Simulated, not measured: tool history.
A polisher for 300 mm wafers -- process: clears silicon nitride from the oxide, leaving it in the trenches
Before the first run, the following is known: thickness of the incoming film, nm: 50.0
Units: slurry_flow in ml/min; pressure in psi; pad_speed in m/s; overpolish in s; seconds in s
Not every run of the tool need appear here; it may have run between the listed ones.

run 1 hour=0 | slurry_flow=225 pressure=2.4 pad_speed=0.86 overpolish=22 | seconds=96.17
run 2 hour=3.9 | slurry_flow=225 pressure=2.1 pad_speed=0.86 overpolish=22 | seconds=107.17
run 3 hour=12.6 | slurry_flow=225 pressure=2.6 pad_speed=0.86 overpolish=22 | seconds=86.162
run 4 hour=19.1 | slurry_flow=220 pressure=2.2 pad_speed=0.82 overpolish=22 | seconds=107.96
run 5 hour=24.8 | slurry_flow=220 pressure=1.9 pad_speed=0.78 overpolish=22 | seconds=130.06
run 6 hour=31.5 | slurry_flow=170 pressure=1.9 pad_speed=0.78 overpolish=22 | seconds=135.67

Run 7 comes next. What will it give?
-- hour=34.2 worn pad replaced by a new one
run 7 hour=34.2 | slurry_flow=165 pressure=1.7 pad_speed=0.78 overpolish=22 | seconds=?

{"run 7": {"seconds": 136.24}}
